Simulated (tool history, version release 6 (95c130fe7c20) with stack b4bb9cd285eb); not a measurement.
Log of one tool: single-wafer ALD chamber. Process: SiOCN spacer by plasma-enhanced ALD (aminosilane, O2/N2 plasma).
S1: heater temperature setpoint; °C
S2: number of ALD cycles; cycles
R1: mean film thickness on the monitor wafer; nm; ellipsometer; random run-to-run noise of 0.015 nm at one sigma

run 1 hour=0.0 | S1=425 S2=54 | R1=3.4965
run 2 hour=5.9 | S1=425 S2=48 | R1=3.1261
run 3 hour=14.3 | S1=418 S2=48 | R1=3.1878
run 4 hour=20.0 | S1=418 S2=42 | R1=2.8141
run 5 hour=29.0 | S1=417 S2=44 | R1=2.9315
run 6 hour=31.7 | S1=416 S2=46 | R1=3.0886
run 7 hour=32.5 | S1=415 S2=47 | R1=3.1661
run 8 hour=37.0 | S1=414 S2=48 | R1=3.2237
run 9 hour=44.1 | S1=413 S2=49 | R1=3.3170

Run 10 has not been measured yet. What should we expect?
run 10 hour=51.5 | S1=403 S2=58 | R1=?

For run 10 the tool returned R1 4.0319 nm.

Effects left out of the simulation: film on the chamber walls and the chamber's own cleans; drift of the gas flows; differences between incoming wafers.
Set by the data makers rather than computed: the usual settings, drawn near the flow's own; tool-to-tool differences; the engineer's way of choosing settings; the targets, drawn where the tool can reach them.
